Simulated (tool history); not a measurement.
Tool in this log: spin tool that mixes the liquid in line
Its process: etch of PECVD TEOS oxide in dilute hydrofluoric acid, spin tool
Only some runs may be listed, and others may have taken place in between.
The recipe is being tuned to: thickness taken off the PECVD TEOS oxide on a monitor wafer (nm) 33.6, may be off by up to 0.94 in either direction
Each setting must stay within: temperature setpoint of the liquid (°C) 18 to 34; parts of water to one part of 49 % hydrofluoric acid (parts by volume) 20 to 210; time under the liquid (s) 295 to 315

run,hour,temperature setpoint of the liquid (°C),parts of water to one part of 49 % hydrofluoric acid (parts by volume),time under the liquid (s),thickness taken off the PECVD TEOS oxide on a monitor wafer (nm)
1,0,26,115,295,26.552
2,0.8,23,115,295,23.401
3,9.5,24.5,115,295,24.899
4,10.4,25.5,115,295,26.155
5,17.2,25.5,115,315,27.593
6,21.8,25.5,115,295,25.756
7,28.2,26.5,115,295,26.919
8,32.5,27.5,115,295,27.923
9,39,28.5,115,295,29.083
10,45.3,29,115,295,29.473
11,50.2,29.5,115,295,30.16

Exercise: of the 5 proposed moves below, exactly one satisfies all targets within the stated allowed misses. Which move is it?
A,55.1,30.5,115,315,?
B,55.1,34,120,315,?
C,55.1,29,100,310,?
D,55.1,29,125,295,?
E,55.1,32.5,115,310,?

move,thickness taken off the PECVD TEOS oxide on a monitor wafer (nm)
A,33.587
B,36.263
C,36.698
D,27.008
E,35.555
A: meets every target
B: takes the biggest miss from the last run beyond its target
C: takes the biggest miss from the last run beyond its target
D: misses by more than the last run did
E: takes the biggest miss from the last run beyond its target
Go with A: it meets all targets.
